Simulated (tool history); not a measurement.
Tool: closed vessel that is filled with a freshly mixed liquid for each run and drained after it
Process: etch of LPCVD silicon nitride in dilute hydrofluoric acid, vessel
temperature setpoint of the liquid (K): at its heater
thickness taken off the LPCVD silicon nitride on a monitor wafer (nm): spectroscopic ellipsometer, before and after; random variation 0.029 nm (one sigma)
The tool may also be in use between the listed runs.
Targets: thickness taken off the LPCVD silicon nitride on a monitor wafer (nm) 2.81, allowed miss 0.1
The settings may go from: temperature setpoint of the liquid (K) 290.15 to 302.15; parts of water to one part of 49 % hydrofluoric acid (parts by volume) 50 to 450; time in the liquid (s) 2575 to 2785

run,day,temperature setpoint of the liquid (K),parts of water to one part of 49 % hydrofluoric acid (parts by volume),time in the liquid (s),thickness taken off the LPCVD silicon nitride on a monitor wafer (nm)
1,0,294.15,250,2575,3.6016
2,0.158,291.65,250,2575,3.068
3,0.4,294.65,250,2575,3.747
4,0.742,294.15,250,2575,3.604
5,0.942,293.65,250,2575,3.5534
6,1.233,293.15,250,2575,3.3794
7,1.55,292.65,250,2575,3.3604
8,1.592,292.15,250,2575,3.104
9,1.704,291.65,250,2575,3.0626
10,1.758,291.15,250,2575,2.9634

5 next moves are on the table. One of them brings every result within its allowed miss. Which?
A,1.812,290.15,235,2595,?
B,1.812,290.15,220,2690,?
C,1.812,290.65,230,2745,?
D,1.812,291.15,260,2785,?
E,1.812,291.65,280,2645,?

move,thickness taken off the LPCVD silicon nitride on a monitor wafer (nm)
A,2.9754
B,3.2838
C,3.3225
D,3.1016
E,2.8372
A: further off than the last run
B: further off than the last run
C: further off than the last run
D: further off than the last run
E: meets every target
Answer: E
